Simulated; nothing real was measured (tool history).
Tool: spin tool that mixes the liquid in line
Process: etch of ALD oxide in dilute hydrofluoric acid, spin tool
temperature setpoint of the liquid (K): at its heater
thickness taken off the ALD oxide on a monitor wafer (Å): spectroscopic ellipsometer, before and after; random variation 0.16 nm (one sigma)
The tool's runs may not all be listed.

| run | hour | temperature setpoint of the liquid (K) | parts of water to one part of 49 % hydrofluoric acid (parts by volume) | time under the liquid (s) | thickness taken off the ALD oxide on a monitor wafer (Å) |
|---|---|---|---|---|---|
| 1 | 0 | 295.15 | 295 | 295 | 227.28 |
| 2 | 3.1 | 294.15 | 295 | 295 | 222.03 |
| 3 | 10.3 | 294.15 | 295 | 295 | 217.53 |
| 4 | 15.3 | 294.15 | 210 | 295 | 331.93 |
| 5 | 17.4 | 294.15 | 165 | 295 | 451.04 |
| 6 | 25.9 | 294.15 | 105 | 295 | 750.81 |
| 7 | 32.8 | 293.15 | 150 | 295 | 479.71 |
| 8 | 41.4 | 292.15 | 180 | 295 | 370.62 |
| 9 | 43.2 | 291.65 | 200 | 295 | 318.93 |
| 10 | 49.8 | 290.15 | 300 | 295 | 184.2 |
| 11 | 56.4 | 290.65 | 300 | 295 | 190.17 |

Run 12, settings as shown, results not yet in. Your forecast:
| 12 | 59.8 | 291.15 | 300 | 295 | ? |

Run 12 measured thickness taken off the ALD oxide on a monitor wafer (Å) 192.56.

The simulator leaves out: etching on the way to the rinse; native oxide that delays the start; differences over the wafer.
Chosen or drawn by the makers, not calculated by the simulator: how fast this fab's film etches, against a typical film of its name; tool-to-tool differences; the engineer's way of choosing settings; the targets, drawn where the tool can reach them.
